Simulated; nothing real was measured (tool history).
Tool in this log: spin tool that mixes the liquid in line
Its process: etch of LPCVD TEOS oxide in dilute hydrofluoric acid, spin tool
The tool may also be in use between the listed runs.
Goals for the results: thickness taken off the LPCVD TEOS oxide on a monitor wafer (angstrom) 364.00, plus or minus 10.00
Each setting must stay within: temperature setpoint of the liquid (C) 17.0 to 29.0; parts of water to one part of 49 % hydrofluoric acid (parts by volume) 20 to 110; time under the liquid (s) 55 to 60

run,day,temperature setpoint of the liquid (C),parts of water to one part of 49 % hydrofluoric acid (parts by volume),time under the liquid (s),thickness taken off the LPCVD TEOS oxide on a monitor wafer (angstrom)
1,0.000,21.0,60,55,297.79
2,0.146,22.0,60,55,310.66
3,0.462,22.0,60,60,343.07
4,0.792,22.0,45,60,455.55
5,1.004,22.0,30,60,696.60
6,1.221,23.5,30,60,749.33
7,1.496,22.5,35,60,617.00
8,1.754,21.5,35,60,588.05
9,1.921,20.5,35,60,566.60
10,2.088,17.0,55,60,304.85
11,2.433,17.5,55,60,308.62
12,2.721,18.0,55,60,308.58
13,2.758,18.5,55,60,320.10
14,3.100,19.0,55,60,326.75
15,3.333,19.5,55,60,339.96

Exercise: of the 4 proposed moves below, exactly one satisfies all targets within the stated allowed misses. Which move is it?
A,3.567,17.0,40,55,?
B,3.567,20.5,50,60,?
C,3.567,21.0,50,55,?
D,3.567,19.5,45,55,?

move,thickness taken off the LPCVD TEOS oxide on a monitor wafer (angstrom)
A,382.86
B,383.95
C,359.46
D,377.03
A: carries the result that was furthest off beyond its target, to the other side
B: carries the result that was furthest off beyond its target, to the other side
C: all results in spec
D: carries the result that was furthest off beyond its target, to the other side
Correct choice: C, which meets every target
